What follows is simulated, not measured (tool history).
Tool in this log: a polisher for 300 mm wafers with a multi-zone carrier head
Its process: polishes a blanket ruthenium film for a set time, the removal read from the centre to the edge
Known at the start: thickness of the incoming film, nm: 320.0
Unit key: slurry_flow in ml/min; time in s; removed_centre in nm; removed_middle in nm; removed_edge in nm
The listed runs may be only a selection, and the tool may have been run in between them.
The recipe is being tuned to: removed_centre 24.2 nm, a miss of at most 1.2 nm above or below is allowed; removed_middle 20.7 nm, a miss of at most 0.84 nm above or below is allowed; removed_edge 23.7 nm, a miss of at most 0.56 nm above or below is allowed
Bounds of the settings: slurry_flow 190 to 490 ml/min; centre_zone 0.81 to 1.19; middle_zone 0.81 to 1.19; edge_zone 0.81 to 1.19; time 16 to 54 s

Run 1, hour 0: slurry_flow 315 ml/min, centre_zone 1, middle_zone 1, edge_zone 1, time 35 s. Result: removed_centre 28.936 nm, removed_middle 29.21 nm, removed_edge 30.609 nm.
Run 2, hour 3.5: slurry_flow 315 ml/min, centre_zone 1, middle_zone 1, edge_zone 1, time 38 s. Result: removed_centre 32.101 nm, removed_middle 32.578 nm, removed_edge 33.314 nm.
Run 3, hour 4.3: slurry_flow 315 ml/min, centre_zone 1, middle_zone 0.98, edge_zone 0.99, time 37 s. Result: removed_centre 31.516 nm, removed_middle 31.226 nm, removed_edge 32.683 nm.
Run 4, hour 9.9: slurry_flow 240 ml/min, centre_zone 1, middle_zone 0.98, edge_zone 0.99, time 37 s. Result: removed_centre 30.294 nm, removed_middle 31.249 nm, removed_edge 32.049 nm.
Run 5, hour 14.3: slurry_flow 245 ml/min, centre_zone 1.01, middle_zone 0.97, edge_zone 0.98, time 36 s. Result: removed_centre 29.616 nm, removed_middle 29.697 nm, removed_edge 30.865 nm.
Run 6, hour 22.3: slurry_flow 245 ml/min, centre_zone 1.01, middle_zone 0.96, edge_zone 0.97, time 35 s. Result: removed_centre 28.977 nm, removed_middle 28.549 nm, removed_edge 30.034 nm.
Run 7, hour 23.4: slurry_flow 245 ml/min, centre_zone 1.01, middle_zone 0.95, edge_zone 0.96, time 34 s. Result: removed_centre 28.177 nm, removed_middle 26.647 nm, removed_edge 29.155 nm.
Run 8, hour 27.7: slurry_flow 245 ml/min, centre_zone 1.01, middle_zone 0.95, edge_zone 0.95, time 33 s. Result: removed_centre 26.8 nm, removed_middle 26.383 nm, removed_edge 27.77 nm.
Run 9, hour 31: slurry_flow 245 ml/min, centre_zone 1.01, middle_zone 0.94, edge_zone 0.94, time 33 s. Result: removed_centre 27.213 nm, removed_middle 26.213 nm, removed_edge 27.778 nm.
Run 10, hour 38.7: slurry_flow 245 ml/min, centre_zone 1.01, middle_zone 0.93, edge_zone 0.93, time 32 s. Result: removed_centre 26.881 nm, removed_middle 25.738 nm, removed_edge 27.08 nm.
Run 11, hour 45.3: slurry_flow 245 ml/min, centre_zone 1.01, middle_zone 0.92, edge_zone 0.93, time 31 s. Result: removed_centre 25.79 nm, removed_middle 24.276 nm, removed_edge 26.04 nm.
Run 12, hour 50.6: slurry_flow 245 ml/min, centre_zone 1.01, middle_zone 0.91, edge_zone 0.93, time 31 s. Result: removed_centre 25.577 nm, removed_middle 23.787 nm, removed_edge 26.051 nm.
Run 13, hour 55.6: slurry_flow 245 ml/min, centre_zone 1.01, middle_zone 0.9, edge_zone 0.92, time 31 s. Result: removed_centre 25.994 nm, removed_middle 24.339 nm, removed_edge 25.787 nm.
Run 14, hour 60.9: slurry_flow 245 ml/min, centre_zone 1.01, middle_zone 0.89, edge_zone 0.92, time 31 s. Result: removed_centre 26.072 nm, removed_middle 23.651 nm, removed_edge 25.818 nm.
Run 15, hour 68.3: slurry_flow 245 ml/min, centre_zone 1.01, middle_zone 0.88, edge_zone 0.92, time 31 s. Result: removed_centre 26.008 nm, removed_middle 24.293 nm, removed_edge 26.058 nm.

Exercise: of the 5 proposed moves below, exactly one satisfies all targets within the stated allowed misses. Which move is it?
Run A, hour 75.7: slurry_flow 225 ml/min, centre_zone 1.16, middle_zone 0.81, edge_zone 0.97, time 26 s. Result: removed_centre ?, removed_middle ?, removed_edge ?.
Run B, hour 75.7: slurry_flow 235 ml/min, centre_zone 1.16, middle_zone 0.81, edge_zone 1.13, time 26 s. Result: removed_centre ?, removed_middle ?, removed_edge ?.
Run C, hour 75.7: slurry_flow 210 ml/min, centre_zone 1.12, middle_zone 0.86, edge_zone 1.02, time 29 s. Result: removed_centre ?, removed_middle ?, removed_edge ?.
Run D, hour 75.7: slurry_flow 310 ml/min, centre_zone 1.19, middle_zone 0.81, edge_zone 0.93, time 28 s. Result: removed_centre ?, removed_middle ?, removed_edge ?.
Run E, hour 75.7: slurry_flow 190 ml/min, centre_zone 1.14, middle_zone 0.91, edge_zone 1.07, time 27 s. Result: removed_centre ?, removed_middle ?, removed_edge ?.

move  removed_centre  removed_middle  removed_edge
   A          24.702          19.319        22.233
   B           24.82          19.398        23.673
   C          26.572          22.147        25.131
   D          28.048          21.409        24.092
   E          24.809          21.086        23.639
A: the result that was furthest off in the last run now lies on the other side of its target
B: the result that was furthest off in the last run now lies on the other side of its target
C: gains on the last run, yet a result remains outside its allowed miss
D: brings the last run's worst result on target, with another outside its allowed miss
E: in spec on every target
Correct choice: E, which meets every target

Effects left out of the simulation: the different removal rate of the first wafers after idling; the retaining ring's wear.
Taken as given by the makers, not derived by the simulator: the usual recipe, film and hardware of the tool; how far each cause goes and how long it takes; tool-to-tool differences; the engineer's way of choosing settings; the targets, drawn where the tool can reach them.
